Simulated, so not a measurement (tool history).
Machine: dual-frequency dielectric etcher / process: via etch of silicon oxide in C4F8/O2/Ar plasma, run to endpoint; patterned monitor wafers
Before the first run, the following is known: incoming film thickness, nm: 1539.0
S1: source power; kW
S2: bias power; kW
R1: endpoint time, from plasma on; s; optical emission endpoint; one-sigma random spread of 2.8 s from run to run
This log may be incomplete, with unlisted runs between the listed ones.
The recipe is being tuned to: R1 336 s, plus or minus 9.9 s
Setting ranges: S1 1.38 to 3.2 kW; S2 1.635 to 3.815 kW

Run 1, hour 0: S1 2.29 kW, S2 2.725 kW. Result: R1 256.33 s.
Run 2, hour 7.2: S1 2.43 kW, S2 2.725 kW. Result: R1 245.57 s.
Run 3, hour 10.7: S1 2.18 kW, S2 2.578 kW. Result: R1 269.93 s.
Run 4, hour 11.4: S1 2 kW, S2 2.52 kW. Result: R1 281.09 s.
Run 5, hour 12.5: S1 2.18 kW, S2 2.52 kW. Result: R1 262.8 s.
Run 6, hour 16.4: S1 1.98 kW, S2 2.626 kW. Result: R1 276.26 s.
Run 7, hour 22.5: S1 1.83 kW, S2 2.49 kW. Result: R1 293.22 s.
Run 8, hour 23.8: S1 1.72 kW, S2 2.428 kW. Result: R1 303.29 s.
Run 9, hour 32.2: S1 1.38 kW, S2 2.085 kW. Result: R1 360.69 s.
Run 10, hour 36.2: S1 1.44 kW, S2 2.098 kW. Result: R1 347.16 s.

Below are 4 possible settings for the next run. Only one of them brings all results inside the allowed miss of their targets. Which is it?
Run A, hour 40.2: S1 1.72 kW, S2 1.635 kW. Result: R1 ?.
Run B, hour 40.2: S1 1.79 kW, S2 2.172 kW. Result: R1 ?.
Run C, hour 40.2: S1 1.47 kW, S2 1.718 kW. Result: R1 ?.
Run D, hour 40.2: S1 1.74 kW, S2 2.238 kW. Result: R1 ?.

move      R1
   A  335.78
   B  306.52
   C  361.65
   D  308.69
A: in spec on every target
B: takes the biggest miss from the last run beyond its target
C: further off than the last run
D: takes the biggest miss from the last run beyond its target
Answer: A

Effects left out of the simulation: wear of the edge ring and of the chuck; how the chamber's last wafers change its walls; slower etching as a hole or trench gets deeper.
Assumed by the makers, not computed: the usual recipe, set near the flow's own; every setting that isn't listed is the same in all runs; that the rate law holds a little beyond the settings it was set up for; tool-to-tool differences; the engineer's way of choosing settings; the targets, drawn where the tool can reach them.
